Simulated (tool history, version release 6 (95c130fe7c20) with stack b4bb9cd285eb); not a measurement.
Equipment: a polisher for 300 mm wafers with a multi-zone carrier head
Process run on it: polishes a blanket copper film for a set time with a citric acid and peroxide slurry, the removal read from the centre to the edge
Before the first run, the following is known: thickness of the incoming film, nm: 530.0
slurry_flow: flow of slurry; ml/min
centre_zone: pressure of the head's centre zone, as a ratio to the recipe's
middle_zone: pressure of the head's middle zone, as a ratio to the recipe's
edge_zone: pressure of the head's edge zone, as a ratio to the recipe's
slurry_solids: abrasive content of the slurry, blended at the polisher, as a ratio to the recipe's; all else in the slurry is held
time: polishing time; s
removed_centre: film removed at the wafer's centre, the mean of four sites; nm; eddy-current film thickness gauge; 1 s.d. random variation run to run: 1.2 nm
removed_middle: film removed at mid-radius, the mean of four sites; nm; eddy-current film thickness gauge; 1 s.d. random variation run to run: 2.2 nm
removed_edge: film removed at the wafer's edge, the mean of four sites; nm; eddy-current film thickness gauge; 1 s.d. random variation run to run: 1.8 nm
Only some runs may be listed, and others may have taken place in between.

run  hour  slurry_flow  centre_zone  middle_zone  edge_zone  slurry_solids  time  removed_centre  removed_middle  removed_edge
  1   0.0          230         1.00         1.00       1.00           1.00    59          115.76         112.690       114.500
  2   2.4          230         0.99         1.02       1.01           1.05    59          116.23         119.540       114.470
  3   8.4          230         0.99         1.02       1.01           1.05    51          101.24          99.370        98.565
  4  11.6          230         1.07         1.02       1.01           1.05    51          109.48          99.896       101.830
  5  13.7          225         1.05         1.02       1.03           1.10    53          111.37         106.630       105.700
  6  16.5          225         1.05         1.02       1.08           1.10    53          112.55         101.790       109.380
  7  24.0          245         0.95         1.12       1.09           1.35    65          132.48         144.590       141.230
  8  29.8          245         0.94         1.12       1.09           1.35    65          130.08         146.490       142.490
  9  30.9          245         0.93         1.12       1.09           1.35    65          130.73         146.860       143.860
 10  38.4          245         0.92         1.12       1.09           1.35    65          129.02         147.590       140.820

Predict the results of run 11:
 11  39.0          245         0.91         1.12       1.09           1.35    65               ?               ?             ?

Logged for run 11: removed_centre 126.36 nm, removed_middle 148.100 nm, removed_edge 143.300 nm.

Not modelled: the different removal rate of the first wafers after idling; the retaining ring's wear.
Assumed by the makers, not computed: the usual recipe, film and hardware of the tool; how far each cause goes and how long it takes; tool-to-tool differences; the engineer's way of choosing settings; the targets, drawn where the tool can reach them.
